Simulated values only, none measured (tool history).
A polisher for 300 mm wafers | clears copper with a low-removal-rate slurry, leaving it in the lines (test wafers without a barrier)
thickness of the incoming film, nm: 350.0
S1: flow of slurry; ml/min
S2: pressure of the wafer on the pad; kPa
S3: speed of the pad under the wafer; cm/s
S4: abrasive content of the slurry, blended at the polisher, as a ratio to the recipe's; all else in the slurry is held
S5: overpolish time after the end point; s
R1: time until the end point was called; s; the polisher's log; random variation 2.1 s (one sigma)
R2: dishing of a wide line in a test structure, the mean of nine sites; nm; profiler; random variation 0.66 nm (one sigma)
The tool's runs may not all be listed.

Run 1, hour 0.0: S1 310 ml/min, S2 15.9 kPa, S3 130 cm/s, S4 1.0, S5 26 s. Result: R1 105.91 s, R2 49.919 nm.
Run 2, hour 5.9: S1 310 ml/min, S2 13.8 kPa, S3 130 cm/s, S4 1.0, S5 25 s. Result: R1 120.88 s, R2 43.601 nm.
Run 3, hour 13.0: S1 270 ml/min, S2 13.8 kPa, S3 130 cm/s, S4 1.0, S5 25 s. Result: R1 122.72 s, R2 42.785 nm.
Run 4, hour 15.6: S1 270 ml/min, S2 13.8 kPa, S3 130 cm/s, S4 1.0, S5 19 s. Result: R1 122.03 s, R2 34.592 nm.
Run 5, hour 21.3: S1 270 ml/min, S2 13.8 kPa, S3 130 cm/s, S4 1.0, S5 23 s. Result: R1 119.38 s, R2 40.657 nm.
Run 6, hour 30.1: S1 325 ml/min, S2 13.8 kPa, S3 130 cm/s, S4 1.0, S5 23 s. Result: R1 120.95 s, R2 40.013 nm.

Run 7 comes next. What will it give?
Run 7, hour 33.2: S1 325 ml/min, S2 12.4 kPa, S3 130 cm/s, S4 1.0, S5 24 s. Result: R1 ?, R2 ?.

{"run 7": {"R1": 137.11, "R2": 37.048}}
